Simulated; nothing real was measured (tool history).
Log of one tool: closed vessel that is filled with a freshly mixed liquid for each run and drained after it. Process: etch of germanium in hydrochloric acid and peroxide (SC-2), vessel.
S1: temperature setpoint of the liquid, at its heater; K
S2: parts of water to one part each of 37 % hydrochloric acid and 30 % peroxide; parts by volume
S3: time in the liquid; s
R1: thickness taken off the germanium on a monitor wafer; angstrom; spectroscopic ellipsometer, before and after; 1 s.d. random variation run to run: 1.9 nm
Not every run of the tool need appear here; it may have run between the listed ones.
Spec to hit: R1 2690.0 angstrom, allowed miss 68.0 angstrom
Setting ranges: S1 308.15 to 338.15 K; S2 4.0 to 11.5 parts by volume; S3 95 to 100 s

{"run": 1, "hour": 0.0, "S1": 322.15, "S2": 6.5, "S3": 95, "R1": 2146.8}
{"run": 2, "hour": 2.9, "S1": 323.15, "S2": 6.5, "S3": 95, "R1": 2234.0}
{"run": 3, "hour": 5.8, "S1": 323.15, "S2": 6.5, "S3": 95, "R1": 2232.4}
{"run": 4, "hour": 12.4, "S1": 323.15, "S2": 8.5, "S3": 95, "R1": 2193.5}
{"run": 5, "hour": 17.2, "S1": 316.15, "S2": 8.5, "S3": 95, "R1": 1760.9}
{"run": 6, "hour": 18.3, "S1": 317.65, "S2": 8.5, "S3": 95, "R1": 1851.1}
{"run": 7, "hour": 26.4, "S1": 319.15, "S2": 8.5, "S3": 95, "R1": 1934.5}
{"run": 8, "hour": 35.3, "S1": 320.15, "S2": 8.5, "S3": 95, "R1": 2011.0}
{"run": 9, "hour": 44.4, "S1": 328.15, "S2": 8.5, "S3": 95, "R1": 2556.7}

Pick the move, out of 4, that brings all results within their allowed miss; only one does.
{"run": "A", "hour": 53.5, "S1": 329.65, "S2": 9.5, "S3": 100, "R1": "?"}
{"run": "B", "hour": 53.5, "S1": 328.15, "S2": 8.5, "S3": 100, "R1": "?"}
{"run": "C", "hour": 53.5, "S1": 331.15, "S2": 8.0, "S3": 95, "R1": "?"}
{"run": "D", "hour": 53.5, "S1": 332.15, "S2": 9.0, "S3": 95, "R1": "?"}

move=A R1=2802.3
move=B R1=2704.0
move=C R1=2827.2
move=D R1=2883.9
A: takes the biggest miss from the last run beyond its target
B: in spec on every target
C: takes the biggest miss from the last run beyond its target
D: takes the biggest miss from the last run beyond its target
Go with B: it meets all targets.
